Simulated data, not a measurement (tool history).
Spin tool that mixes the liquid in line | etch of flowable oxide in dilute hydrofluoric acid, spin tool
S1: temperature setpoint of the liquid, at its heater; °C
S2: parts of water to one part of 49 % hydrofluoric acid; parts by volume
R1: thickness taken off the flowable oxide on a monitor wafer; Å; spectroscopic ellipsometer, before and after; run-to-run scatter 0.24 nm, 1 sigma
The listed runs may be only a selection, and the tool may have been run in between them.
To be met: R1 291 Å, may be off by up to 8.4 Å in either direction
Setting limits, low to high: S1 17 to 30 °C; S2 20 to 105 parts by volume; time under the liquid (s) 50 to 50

run 1 hour=0 | S1=22 S2=55 time_under_the_liquid_(s)=50 | R1=242.75
run 2 hour=0.7 | S1=22.5 S2=55 time_under_the_liquid_(s)=50 | R1=246.85
run 3 hour=5.7 | S1=22.5 S2=55 time_under_the_liquid_(s)=50 | R1=246.94
run 4 hour=9.5 | S1=23 S2=55 time_under_the_liquid_(s)=50 | R1=253.07
run 5 hour=10.7 | S1=23.5 S2=55 time_under_the_liquid_(s)=50 | R1=256.33
run 6 hour=13.7 | S1=23.5 S2=35 time_under_the_liquid_(s)=50 | R1=414.45
run 7 hour=17 | S1=22.5 S2=35 time_under_the_liquid_(s)=50 | R1=389.33
run 8 hour=23.7 | S1=21.5 S2=35 time_under_the_liquid_(s)=50 | R1=379.98
run 9 hour=30.2 | S1=21 S2=35 time_under_the_liquid_(s)=50 | R1=373.8
run 10 hour=39 | S1=20.5 S2=35 time_under_the_liquid_(s)=50 | R1=362.69
run 11 hour=44.6 | S1=20 S2=35 time_under_the_liquid_(s)=50 | R1=354.04
run 12 hour=49.5 | S1=20 S2=35 time_under_the_liquid_(s)=50 | R1=355.64
run 13 hour=55.1 | S1=17 S2=40 time_under_the_liquid_(s)=50 | R1=273.06

Which of these 5 next moves meets every target?
run A hour=60.7 | S1=20.5 S2=40 time_under_the_liquid_(s)=50 | R1=?
run B hour=60.7 | S1=20 S2=40 time_under_the_liquid_(s)=50 | R1=?
run C hour=60.7 | S1=21.5 S2=45 time_under_the_liquid_(s)=50 | R1=?
run D hour=60.7 | S1=17.5 S2=40 time_under_the_liquid_(s)=50 | R1=?
run E hour=60.7 | S1=17 S2=35 time_under_the_liquid_(s)=50 | R1=?

move=A R1=311
move=B R1=304.43
move=C R1=286.63
move=D R1=273.28
move=E R1=307.28
A: the result that was furthest off in the last run now lies on the other side of its target
B: the result that was furthest off in the last run now lies on the other side of its target
C: hits every target within its allowed miss
D: about the same distance from the targets as the last run
E: the result that was furthest off in the last run now lies on the other side of its target
So the answer is move C, the one that meets all the targets.
